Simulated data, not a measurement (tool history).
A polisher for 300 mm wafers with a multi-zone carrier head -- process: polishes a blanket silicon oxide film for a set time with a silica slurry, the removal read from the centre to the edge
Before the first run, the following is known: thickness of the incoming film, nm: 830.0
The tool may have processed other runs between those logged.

run	hour	flow of slurry (ml/min)	pressure of the head's centre zone	pressure of the head's middle zone	pressure of the head's edge zone	abrasive content of the slurry	polishing time (s)	film removed at the wafer's centre (nm)	film removed at mid-radius (nm)	film removed at the wafer's edge (nm)
1	0.0	140	1.00	1.00	1.00	1.0	78	329.29	340.89	322.68
2	4.2	140	1.00	1.00	1.00	1.1	78	343.85	352.71	332.94
3	7.7	140	1.00	1.00	0.94	1.1	78	341.18	355.20	328.53
4	16.4	140	1.00	1.00	0.89	1.1	78	341.51	350.85	324.83
5	17.7	145	1.02	0.94	0.98	1.1	78	353.23	337.06	336.27
6	18.5	115	1.02	0.94	0.98	1.1	78	334.38	325.15	329.03

Forecast run 7:
7	24.0	130	1.04	0.90	1.03	1.1	78	?	?	?

film removed at the wafer's centre (nm): 349.86
film removed at mid-radius (nm): 318.72
film removed at the wafer's edge (nm): 337.98
